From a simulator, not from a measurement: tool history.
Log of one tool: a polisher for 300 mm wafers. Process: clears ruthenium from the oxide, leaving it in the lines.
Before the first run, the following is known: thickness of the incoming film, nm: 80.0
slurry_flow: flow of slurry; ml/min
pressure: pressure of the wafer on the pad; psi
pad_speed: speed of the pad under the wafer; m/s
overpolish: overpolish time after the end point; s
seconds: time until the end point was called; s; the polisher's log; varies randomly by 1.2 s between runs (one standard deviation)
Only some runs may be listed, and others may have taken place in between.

run,hour,slurry_flow,pressure,pad_speed,overpolish,seconds
1,0.0,245,1.6,1.02,6,110.210
2,7.1,245,1.6,1.02,4,112.420
3,11.3,245,1.6,0.86,4,128.810
4,17.3,245,1.9,0.90,4,106.450
# hour 20.6: worn pad replaced by a new one
5,20.6,245,2.1,0.96,4,79.549
6,28.3,245,2.2,0.96,4,78.250

Forecast run 7:
7,36.4,245,2.3,0.96,4,?

seconds: 72.599 s

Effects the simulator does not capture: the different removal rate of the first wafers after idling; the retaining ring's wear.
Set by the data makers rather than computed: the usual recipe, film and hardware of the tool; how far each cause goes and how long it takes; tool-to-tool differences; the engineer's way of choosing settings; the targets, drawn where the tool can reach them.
